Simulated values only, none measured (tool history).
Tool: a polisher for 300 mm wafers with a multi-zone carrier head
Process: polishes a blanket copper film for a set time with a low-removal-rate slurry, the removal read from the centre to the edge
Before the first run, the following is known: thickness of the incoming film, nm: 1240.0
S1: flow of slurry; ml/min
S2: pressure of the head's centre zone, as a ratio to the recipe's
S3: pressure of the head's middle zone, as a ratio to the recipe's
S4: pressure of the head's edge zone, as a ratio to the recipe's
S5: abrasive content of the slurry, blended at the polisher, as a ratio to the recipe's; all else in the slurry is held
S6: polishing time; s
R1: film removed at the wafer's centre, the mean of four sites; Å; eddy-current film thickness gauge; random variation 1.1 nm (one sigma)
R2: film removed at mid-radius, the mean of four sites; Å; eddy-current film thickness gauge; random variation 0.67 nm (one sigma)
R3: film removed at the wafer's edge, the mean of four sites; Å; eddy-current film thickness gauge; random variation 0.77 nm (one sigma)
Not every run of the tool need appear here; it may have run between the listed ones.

Run 1, day 0.000: S1 210 ml/min, S2 1.00, S3 1.00, S4 1.00, S5 1.00, S6 36 s. Result: R1 636.36 Å, R2 626.60 Å, R3 665.73 Å.
Run 2, day 0.038: S1 210 ml/min, S2 1.00, S3 1.00, S4 1.00, S5 1.00, S6 30 s. Result: R1 544.91 Å, R2 532.63 Å, R3 545.11 Å.
Run 3, day 0.329: S1 210 ml/min, S2 1.00, S3 1.00, S4 0.93, S5 1.00, S6 30 s. Result: R1 540.21 Å, R2 526.59 Å, R3 523.01 Å.
Run 4, day 0.496: S1 210 ml/min, S2 1.00, S3 1.00, S4 0.93, S5 1.15, S6 30 s. Result: R1 554.91 Å, R2 554.01 Å, R3 533.71 Å.
Run 5, day 0.696: S1 170 ml/min, S2 1.00, S3 1.00, S4 0.93, S5 1.15, S6 30 s. Result: R1 529.10 Å, R2 524.71 Å, R3 527.31 Å.
Run 6, day 0.738: S1 195 ml/min, S2 1.00, S3 1.00, S4 0.93, S5 1.15, S6 30 s. Result: R1 541.25 Å, R2 539.90 Å, R3 527.45 Å.
Run 7, day 1.100: S1 195 ml/min, S2 1.01, S3 1.01, S4 0.95, S5 1.20, S6 31 s. Result: R1 588.38 Å, R2 567.13 Å, R3 561.01 Å.
Run 8, day 1.458: S1 255 ml/min, S2 0.94, S3 1.11, S4 1.05, S5 1.45, S6 39 s. Result: R1 728.78 Å, R2 848.01 Å, R3 811.07 Å.

Estimate the outcome of run 9 from the log above:
Run 9, day 1.512: S1 260 ml/min, S2 0.95, S3 1.11, S4 1.06, S5 1.45, S6 39 s. Result: R1 ?, R2 ?, R3 ?.

{"run 9": {"R1": 744.79, "R2": 845.5, "R3": 812.17}}
